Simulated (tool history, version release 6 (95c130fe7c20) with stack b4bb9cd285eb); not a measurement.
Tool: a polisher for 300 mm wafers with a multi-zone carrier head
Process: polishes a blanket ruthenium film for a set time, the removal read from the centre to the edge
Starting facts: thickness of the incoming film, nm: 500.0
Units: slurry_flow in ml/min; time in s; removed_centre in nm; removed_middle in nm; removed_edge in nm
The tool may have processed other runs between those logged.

run 1 hour=0.0 | slurry_flow=200 centre_zone=1.00 middle_zone=1.00 edge_zone=1.00 time=66 | removed_centre=95.756 removed_middle=94.965 removed_edge=95.686
run 2 hour=7.4 | slurry_flow=200 centre_zone=1.00 middle_zone=1.06 edge_zone=1.00 time=66 | removed_centre=93.335 removed_middle=100.280 removed_edge=94.979
run 3 hour=16.4 | slurry_flow=200 centre_zone=1.00 middle_zone=1.11 edge_zone=1.00 time=66 | removed_centre=94.713 removed_middle=103.630 removed_edge=95.051
run 4 hour=23.6 | slurry_flow=240 centre_zone=1.00 middle_zone=1.11 edge_zone=1.00 time=66 | removed_centre=97.086 removed_middle=107.210 removed_edge=98.302
run 5 hour=26.3 | slurry_flow=220 centre_zone=0.98 middle_zone=1.05 edge_zone=0.98 time=61 | removed_centre=87.567 removed_middle=94.413 removed_edge=85.751
run 6 hour=29.2 | slurry_flow=220 centre_zone=0.98 middle_zone=1.08 edge_zone=0.98 time=61 | removed_centre=87.705 removed_middle=95.554 removed_edge=85.582

Run 7, settings as shown, results not yet in. Your forecast:
run 7 hour=30.1 | slurry_flow=205 centre_zone=0.96 middle_zone=1.02 edge_zone=1.00 time=57 | removed_centre=? removed_middle=? removed_edge=?

{"run 7": {"removed_centre": 78.422, "removed_middle": 83.354, "removed_edge": 81.2}}
